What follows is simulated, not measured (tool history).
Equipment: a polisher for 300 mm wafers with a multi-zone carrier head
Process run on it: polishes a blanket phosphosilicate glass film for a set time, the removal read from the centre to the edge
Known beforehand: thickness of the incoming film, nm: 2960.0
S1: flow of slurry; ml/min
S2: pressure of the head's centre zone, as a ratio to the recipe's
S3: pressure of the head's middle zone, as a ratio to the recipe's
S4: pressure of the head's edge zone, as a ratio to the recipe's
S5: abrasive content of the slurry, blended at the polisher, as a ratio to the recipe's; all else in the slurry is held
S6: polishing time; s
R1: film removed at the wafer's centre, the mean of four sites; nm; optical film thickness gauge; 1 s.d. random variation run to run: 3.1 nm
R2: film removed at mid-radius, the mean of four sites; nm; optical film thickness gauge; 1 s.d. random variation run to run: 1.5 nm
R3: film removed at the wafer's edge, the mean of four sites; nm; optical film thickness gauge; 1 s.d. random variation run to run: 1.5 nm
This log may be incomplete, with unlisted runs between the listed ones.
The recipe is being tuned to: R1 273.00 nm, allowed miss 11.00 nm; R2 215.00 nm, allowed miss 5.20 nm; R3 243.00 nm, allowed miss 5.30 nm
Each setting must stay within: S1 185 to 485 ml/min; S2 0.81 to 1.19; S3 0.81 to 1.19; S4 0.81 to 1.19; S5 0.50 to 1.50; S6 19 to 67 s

{"run": 1, "hour": 0.0, "S1": 310, "S2": 1.0, "S3": 1.0, "S4": 1.0, "S5": 1.0, "S6": 43, "R1": 336.72, "R2": 329.97, "R3": 351.0}
{"run": 2, "hour": 5.7, "S1": 305, "S2": 1.02, "S3": 0.97, "S4": 0.96, "S5": 0.9, "S6": 42, "R1": 317.17, "R2": 294.23, "R3": 317.38}
{"run": 3, "hour": 11.0, "S1": 305, "S2": 1.02, "S3": 0.93, "S4": 0.96, "S5": 0.9, "S6": 42, "R1": 325.45, "R2": 286.39, "R3": 315.61}
{"run": 4, "hour": 18.4, "S1": 305, "S2": 1.02, "S3": 0.98, "S4": 0.96, "S5": 0.9, "S6": 42, "R1": 315.07, "R2": 298.51, "R3": 316.63}
{"run": 5, "hour": 24.3, "S1": 295, "S2": 1.02, "S3": 0.94, "S4": 0.93, "S5": 0.85, "S6": 42, "R1": 303.74, "R2": 278.46, "R3": 298.47}
{"run": 6, "hour": 32.5, "S1": 295, "S2": 0.99, "S3": 0.94, "S4": 0.93, "S5": 0.85, "S6": 42, "R1": 290.71, "R2": 279.88, "R3": 295.96}
{"run": 7, "hour": 37.6, "S1": 285, "S2": 1.0, "S3": 0.91, "S4": 0.91, "S5": 0.8, "S6": 42, "R1": 286.91, "R2": 262.95, "R3": 284.73}
{"run": 8, "hour": 42.3, "S1": 275, "S2": 1.01, "S3": 0.89, "S4": 0.89, "S5": 0.75, "S6": 42, "R1": 280.69, "R2": 243.13, "R3": 266.67}
{"run": 9, "hour": 45.7, "S1": 260, "S2": 1.01, "S3": 0.88, "S4": 0.88, "S5": 0.75, "S6": 42, "R1": 277.74, "R2": 243.4, "R3": 264.06}
{"run": 10, "hour": 53.4, "S1": 260, "S2": 1.01, "S3": 0.88, "S4": 0.88, "S5": 0.75, "S6": 42, "R1": 274.15, "R2": 244.76, "R3": 266.18}
{"run": 11, "hour": 60.6, "S1": 255, "S2": 1.02, "S3": 0.86, "S4": 0.87, "S5": 0.75, "S6": 42, "R1": 281.63, "R2": 236.67, "R3": 262.15}
{"run": 12, "hour": 68.3, "S1": 225, "S2": 1.01, "S3": 0.81, "S4": 0.81, "S5": 0.7, "S6": 42, "R1": 256.07, "R2": 208.22, "R3": 240.77}
{"run": 13, "hour": 72.2, "S1": 280, "S2": 1.06, "S3": 0.83, "S4": 0.82, "S5": 0.65, "S6": 42, "R1": 263.3, "R2": 210.27, "R3": 234.75}
{"run": 14, "hour": 76.4, "S1": 280, "S2": 1.06, "S3": 0.83, "S4": 0.83, "S5": 0.65, "S6": 42, "R1": 258.97, "R2": 209.06, "R3": 237.33}
{"run": 15, "hour": 77.6, "S1": 280, "S2": 1.07, "S3": 0.84, "S4": 0.84, "S5": 0.65, "S6": 42, "R1": 267.82, "R2": 212.42, "R3": 235.66}

Next run, 5 choices. One meets every target within its allowed miss, the rest don't. Which?
{"run": "A", "hour": 78.8, "S1": 355, "S2": 1.1, "S3": 0.86, "S4": 0.85, "S5": 0.6, "S6": 43, "R1": "?", "R2": "?", "R3": "?"}
{"run": "B", "hour": 78.8, "S1": 305, "S2": 1.03, "S3": 0.83, "S4": 0.84, "S5": 0.65, "S6": 40, "R1": "?", "R2": "?", "R3": "?"}
{"run": "C", "hour": 78.8, "S1": 225, "S2": 1.11, "S3": 0.87, "S4": 0.89, "S5": 0.75, "S6": 39, "R1": "?", "R2": "?", "R3": "?"}
{"run": "D", "hour": 78.8, "S1": 255, "S2": 1.03, "S3": 0.82, "S4": 0.84, "S5": 0.7, "S6": 39, "R1": "?", "R2": "?", "R3": "?"}
{"run": "E", "hour": 78.8, "S1": 310, "S2": 1.08, "S3": 0.84, "S4": 0.82, "S5": 0.65, "S6": 41, "R1": "?", "R2": "?", "R3": "?"}

move=A R1=269.98 R2=214.13 R3=232.07
move=B R1=248.49 R2=203.14 R3=226.28
move=C R1=274.64 R2=219.44 R3=243.66
move=D R1=250.01 R2=202.86 R3=229.41
move=E R1=265.95 R2=210.59 R3=229.75
A: misses by more than the last run did
B: misses by more than the last run did
C: every result within its allowed miss
D: misses by more than the last run did
E: misses by more than the last run did
C is the move that brings every result within its allowed miss.

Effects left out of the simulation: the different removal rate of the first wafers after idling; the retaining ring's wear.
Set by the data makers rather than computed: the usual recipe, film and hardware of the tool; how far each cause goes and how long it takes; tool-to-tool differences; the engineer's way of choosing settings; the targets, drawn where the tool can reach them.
